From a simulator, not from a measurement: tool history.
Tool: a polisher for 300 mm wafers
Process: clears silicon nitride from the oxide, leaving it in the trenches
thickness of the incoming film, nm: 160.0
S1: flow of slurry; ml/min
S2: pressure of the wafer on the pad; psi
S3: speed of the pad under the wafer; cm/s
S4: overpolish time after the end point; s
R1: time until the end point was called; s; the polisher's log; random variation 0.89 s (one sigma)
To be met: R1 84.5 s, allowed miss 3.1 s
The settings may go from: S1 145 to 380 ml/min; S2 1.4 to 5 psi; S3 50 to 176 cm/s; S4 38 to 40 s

run,hour,S1,S2,S3,S4,R1
1,0,245,3.2,112,38,143.07
2,6.2,245,3.2,112,40,140.01
3,11,245,3.5,112,40,127.13
4,18,245,3.7,112,40,121.68
5,22.7,245,3.9,112,40,116.72
6,23.2,245,4.1,112,40,109.1
7,27.8,245,4.3,112,40,106.8
# hour 30: worn pad replaced by a new one
8,30,245,4.4,114,40,93.106
9,35.6,245,4.5,114,40,88.165
10,41.3,245,4.6,114,40,87.9
11,49.1,245,4.6,114,40,88.075

Which of these 4 next moves meets every target?
A,56.9,220,4.6,112,39,?
B,56.9,270,4.5,120,38,?
C,56.9,255,4.6,110,40,?
D,56.9,235,4.2,120,38,?

move,R1
A,89.326
B,83.278
C,89.25
D,90.531
A: further off than the last run
B: meets every target
C: further off than the last run
D: further off than the last run
Answer: B
